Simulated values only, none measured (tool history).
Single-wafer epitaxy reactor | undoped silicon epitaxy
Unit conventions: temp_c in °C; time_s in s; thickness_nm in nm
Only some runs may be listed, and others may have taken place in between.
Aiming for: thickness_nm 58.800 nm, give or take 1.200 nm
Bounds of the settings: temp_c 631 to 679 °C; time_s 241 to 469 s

| run | hour | temp_c | time_s | thickness_nm |
|---|---|---|---|---|
| 1 | 0.0 | 655 | 355 | 68.112 |
| 2 | 8.4 | 654 | 355 | 67.005 |
| 3 | 13.8 | 654 | 386 | 72.036 |
| 4 | 16.8 | 654 | 406 | 76.626 |
| 5 | 21.6 | 654 | 427 | 80.038 |
| 6 | 24.6 | 654 | 449 | 84.848 |
| 7 | 26.6 | 642 | 446 | 62.918 |
| 8 | 32.0 | 640 | 446 | 59.907 |

Pick the move, out of 4, that brings all results within their allowed miss; only one does.
| A | 37.4 | 640 | 462 | ? |
| B | 37.4 | 641 | 449 | ? |
| C | 37.4 | 640 | 461 | ? |
| D | 37.4 | 637 | 469 | ? |

| move | thickness_nm |
|---|---|
| A | 62.038 |
| B | 61.764 |
| C | 61.904 |
| D | 58.562 |
A: its largest miss is bigger than the last run's
B: its largest miss is bigger than the last run's
C: its largest miss is bigger than the last run's
D: hits every target within its allowed miss
The right move is D.
